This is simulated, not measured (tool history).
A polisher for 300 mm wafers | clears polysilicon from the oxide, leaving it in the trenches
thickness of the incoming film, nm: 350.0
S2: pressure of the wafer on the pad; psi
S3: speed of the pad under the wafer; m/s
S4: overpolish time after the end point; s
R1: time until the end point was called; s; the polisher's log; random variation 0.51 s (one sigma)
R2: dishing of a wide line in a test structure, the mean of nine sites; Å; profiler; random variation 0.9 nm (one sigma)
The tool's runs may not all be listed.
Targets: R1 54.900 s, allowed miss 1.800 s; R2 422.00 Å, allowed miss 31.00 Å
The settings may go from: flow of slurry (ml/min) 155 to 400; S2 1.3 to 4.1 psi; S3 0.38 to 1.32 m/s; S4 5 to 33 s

Run 1, hour 0.0: flow of slurry (ml/min) 255, S2 2.7 psi, S3 0.84 m/s, S4 17 s. Result: R1 30.268 s, R2 496.38 Å.
Run 2, hour 2.2: flow of slurry (ml/min) 225, S2 2.7 psi, S3 0.84 m/s, S4 17 s. Result: R1 30.702 s, R2 517.31 Å.
Run 3, hour 3.3: flow of slurry (ml/min) 240, S2 2.5 psi, S3 0.82 m/s, S4 16 s. Result: R1 33.435 s, R2 503.44 Å.
Run 4, hour 4.8: flow of slurry (ml/min) 240, S2 2.5 psi, S3 0.82 m/s, S4 22 s. Result: R1 33.707 s, R2 517.14 Å.
Run 5, hour 6.3: flow of slurry (ml/min) 260, S2 2.3 psi, S3 0.80 m/s, S4 20 s. Result: R1 37.234 s, R2 506.33 Å.
Run 6, hour 14.4: flow of slurry (ml/min) 280, S2 2.1 psi, S3 0.80 m/s, S4 18 s. Result: R1 39.872 s, R2 487.43 Å.
Run 7, hour 20.8: flow of slurry (ml/min) 295, S2 2.0 psi, S3 0.80 m/s, S4 16 s. Result: R1 40.771 s, R2 485.70 Å.
Run 8, hour 29.7: flow of slurry (ml/min) 310, S2 1.9 psi, S3 0.78 m/s, S4 14 s. Result: R1 44.179 s, R2 459.20 Å.
Run 9, hour 35.2: flow of slurry (ml/min) 325, S2 1.3 psi, S3 0.78 m/s, S4 10 s. Result: R1 64.104 s, R2 341.69 Å.
Run 10, hour 42.6: flow of slurry (ml/min) 330, S2 1.3 psi, S3 0.78 m/s, S4 11 s. Result: R1 63.229 s, R2 358.90 Å.
Run 11, hour 47.0: flow of slurry (ml/min) 335, S2 1.3 psi, S3 0.78 m/s, S4 12 s. Result: R1 62.831 s, R2 390.03 Å.
Run 12, hour 48.2: flow of slurry (ml/min) 340, S2 1.3 psi, S3 0.78 m/s, S4 12 s. Result: R1 63.472 s, R2 383.48 Å.

Which of these 5 next moves meets every target?
Run A, hour 49.4: flow of slurry (ml/min) 280, S2 1.6 psi, S3 0.76 m/s, S4 13 s. Result: R1 ?, R2 ?.
Run B, hour 49.4: flow of slurry (ml/min) 315, S2 1.4 psi, S3 0.66 m/s, S4 18 s. Result: R1 ?, R2 ?.
Run C, hour 49.4: flow of slurry (ml/min) 370, S2 1.3 psi, S3 0.68 m/s, S4 16 s. Result: R1 ?, R2 ?.
Run D, hour 49.4: flow of slurry (ml/min) 350, S2 1.3 psi, S3 0.66 m/s, S4 13 s. Result: R1 ?, R2 ?.
Run E, hour 49.4: flow of slurry (ml/min) 300, S2 1.7 psi, S3 0.78 m/s, S4 10 s. Result: R1 ?, R2 ?.

move      R1      R2
   A  53.236  416.68
   B  67.656  430.44
   C  69.770  406.11
   D  71.917  363.24
   E  48.784  386.36
A: meets every target
B: further off than the last run
C: further off than the last run
D: further off than the last run
E: takes the result that was furthest off past its target
Answer: A
